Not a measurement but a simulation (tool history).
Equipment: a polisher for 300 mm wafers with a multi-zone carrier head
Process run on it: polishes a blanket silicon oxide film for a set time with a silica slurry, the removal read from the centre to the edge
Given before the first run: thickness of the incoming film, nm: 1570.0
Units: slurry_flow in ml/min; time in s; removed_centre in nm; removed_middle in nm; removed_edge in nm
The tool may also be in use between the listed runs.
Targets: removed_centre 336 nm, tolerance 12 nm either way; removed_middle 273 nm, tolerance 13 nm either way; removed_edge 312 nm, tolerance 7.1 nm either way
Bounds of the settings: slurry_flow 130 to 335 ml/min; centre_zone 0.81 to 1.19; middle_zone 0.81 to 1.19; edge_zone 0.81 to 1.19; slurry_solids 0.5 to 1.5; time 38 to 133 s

{"run": 1, "hour": 0.0, "slurry_flow": 215, "centre_zone": 1, "middle_zone": 1, "edge_zone": 1, "slurry_solids": 1, "time": 85, "removed_centre": 255.85, "removed_middle": 246.67, "removed_edge": 251.97}
{"run": 2, "hour": 2.9, "slurry_flow": 215, "centre_zone": 1, "middle_zone": 1, "edge_zone": 0.95, "slurry_solids": 1, "time": 85, "removed_centre": 255.08, "removed_middle": 247.49, "removed_edge": 246.33}
{"run": 3, "hour": 7.3, "slurry_flow": 195, "centre_zone": 1, "middle_zone": 1, "edge_zone": 0.95, "slurry_solids": 1, "time": 85, "removed_centre": 248.05, "removed_middle": 246.07, "removed_edge": 243.83}
{"run": 4, "hour": 13.8, "slurry_flow": 195, "centre_zone": 1, "middle_zone": 0.92, "edge_zone": 0.95, "slurry_solids": 1, "time": 85, "removed_centre": 252.05, "removed_middle": 235.05, "removed_edge": 247.97}
{"run": 5, "hour": 16.7, "slurry_flow": 195, "centre_zone": 1, "middle_zone": 0.92, "edge_zone": 0.87, "slurry_solids": 1, "time": 85, "removed_centre": 247.95, "removed_middle": 224.89, "removed_edge": 235.07}
{"run": 6, "hour": 18.0, "slurry_flow": 205, "centre_zone": 1.02, "middle_zone": 0.91, "edge_zone": 0.92, "slurry_solids": 1.05, "time": 85, "removed_centre": 267.51, "removed_middle": 236.97, "removed_edge": 251.46}
{"run": 7, "hour": 19.7, "slurry_flow": 205, "centre_zone": 1.02, "middle_zone": 0.91, "edge_zone": 0.92, "slurry_solids": 1.05, "time": 85, "removed_centre": 264.46, "removed_middle": 236.99, "removed_edge": 249.4}
{"run": 8, "hour": 20.6, "slurry_flow": 215, "centre_zone": 1.04, "middle_zone": 0.9, "edge_zone": 0.96, "slurry_solids": 1.1, "time": 85, "removed_centre": 283.89, "removed_middle": 234.04, "removed_edge": 263.84}
{"run": 9, "hour": 26.2, "slurry_flow": 275, "centre_zone": 1.08, "middle_zone": 1, "edge_zone": 1.06, "slurry_solids": 1.25, "time": 86, "removed_centre": 323.06, "removed_middle": 289.25, "removed_edge": 301.06}
{"run": 10, "hour": 30.5, "slurry_flow": 275, "centre_zone": 1.08, "middle_zone": 0.99, "edge_zone": 1.07, "slurry_solids": 1.25, "time": 86, "removed_centre": 319.27, "removed_middle": 293.76, "removed_edge": 300.36}
{"run": 11, "hour": 36.4, "slurry_flow": 275, "centre_zone": 1.09, "middle_zone": 0.97, "edge_zone": 1.08, "slurry_solids": 1.25, "time": 86, "removed_centre": 324.71, "removed_middle": 288.67, "removed_edge": 301.31}

Pick the move, out of 4, that brings all results within their allowed miss; only one does.
{"run": "A", "hour": 42.3, "slurry_flow": 215, "centre_zone": 1.11, "middle_zone": 0.91, "edge_zone": 1.09, "slurry_solids": 1.15, "time": 94, "removed_centre": "?", "removed_middle": "?", "removed_edge": "?"}
{"run": "B", "hour": 42.3, "slurry_flow": 250, "centre_zone": 1, "middle_zone": 0.81, "edge_zone": 1.17, "slurry_solids": 1.35, "time": 87, "removed_centre": "?", "removed_middle": "?", "removed_edge": "?"}
{"run": "C", "hour": 42.3, "slurry_flow": 280, "centre_zone": 1.08, "middle_zone": 0.96, "edge_zone": 1.09, "slurry_solids": 1.15, "time": 87, "removed_centre": "?", "removed_middle": "?", "removed_edge": "?"}
{"run": "D", "hour": 42.3, "slurry_flow": 260, "centre_zone": 1.03, "middle_zone": 0.86, "edge_zone": 1.1, "slurry_solids": 1.45, "time": 80, "removed_centre": "?", "removed_middle": "?", "removed_edge": "?"}

move=A removed_centre=342.99 removed_middle=273.44 removed_edge=312.85
move=B removed_centre=313.77 removed_middle=252.74 removed_edge=326.29
move=C removed_centre=318.98 removed_middle=272.27 removed_edge=295.77
move=D removed_centre=307.81 removed_middle=252.32 removed_edge=301.9
A: in spec on every target
B: takes the result that was furthest off past its target
C: further off than the last run
D: further off than the last run
A meets every target.
